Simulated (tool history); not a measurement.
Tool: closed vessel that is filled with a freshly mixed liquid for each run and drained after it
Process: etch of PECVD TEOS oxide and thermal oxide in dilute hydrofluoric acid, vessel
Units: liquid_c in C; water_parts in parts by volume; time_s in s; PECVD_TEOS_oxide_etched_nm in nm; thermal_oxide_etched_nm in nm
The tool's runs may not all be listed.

run    day  liquid_c  water_parts  time_s  PECVD_TEOS_oxide_etched_nm  thermal_oxide_etched_nm
  1      0        21          210     440                      29.234                   9.5494
  2  0.271        21          270     440                      21.393                   7.0027
  3   0.55        21          335     440                      16.226                   5.3023
  4  0.788      17.5          335     440                      14.281                   4.6889
  5  1.004      17.5          335     285                      9.2982                   3.0381
  6  1.221      21.5          290     285                      13.023                   4.1789
  7  1.496      23.5          250     285                      16.767                    5.475

Forecast run 8:
  8  1.788      25.5          225     285                           ?                        ?

{"run 8": {"PECVD_TEOS_oxide_etched_nm": 20.5, "thermal_oxide_etched_nm": 6.7415}}
